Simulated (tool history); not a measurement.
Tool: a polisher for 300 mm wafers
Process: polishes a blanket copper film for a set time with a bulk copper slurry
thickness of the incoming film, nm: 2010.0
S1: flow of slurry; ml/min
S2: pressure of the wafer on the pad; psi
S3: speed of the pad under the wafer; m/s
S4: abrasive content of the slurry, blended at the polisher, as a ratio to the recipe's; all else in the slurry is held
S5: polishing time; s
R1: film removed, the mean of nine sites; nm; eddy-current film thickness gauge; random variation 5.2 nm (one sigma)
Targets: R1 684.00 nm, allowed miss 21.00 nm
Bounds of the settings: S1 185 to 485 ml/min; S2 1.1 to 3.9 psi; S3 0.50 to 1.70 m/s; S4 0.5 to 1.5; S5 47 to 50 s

run,day,S1,S2,S3,S4,S5,R1
1,0.000,310,2.5,1.10,1.0,47,464.19
2,0.254,310,2.8,1.10,1.0,47,522.63
3,0.379,310,2.8,1.34,1.0,47,605.04
4,0.671,310,3.4,1.34,1.0,47,732.72
5,0.862,310,3.3,1.34,1.0,47,716.01
6,1.075,310,3.3,1.34,1.0,50,765.83
# day 1.312: slurry blender recalibrated
7,1.312,310,3.2,1.34,1.0,50,784.85
8,1.575,310,3.1,1.34,1.0,50,758.01
9,1.808,310,3.0,1.34,1.0,50,725.33
10,2.000,310,3.0,1.34,1.0,50,720.83
11,2.250,310,2.9,1.34,1.0,50,700.58

Which of these 4 next moves meets every target?
A,2.500,290,2.9,1.40,1.0,50,?
B,2.500,330,2.9,1.32,1.0,48,?
C,2.500,350,2.9,1.46,0.9,49,?
D,2.500,185,2.9,1.70,0.8,47,?

move,R1
A,725.40
B,672.00
C,734.14
D,723.68
A: further off than the last run
B: meets every target
C: further off than the last run
D: further off than the last run
The right move is B.
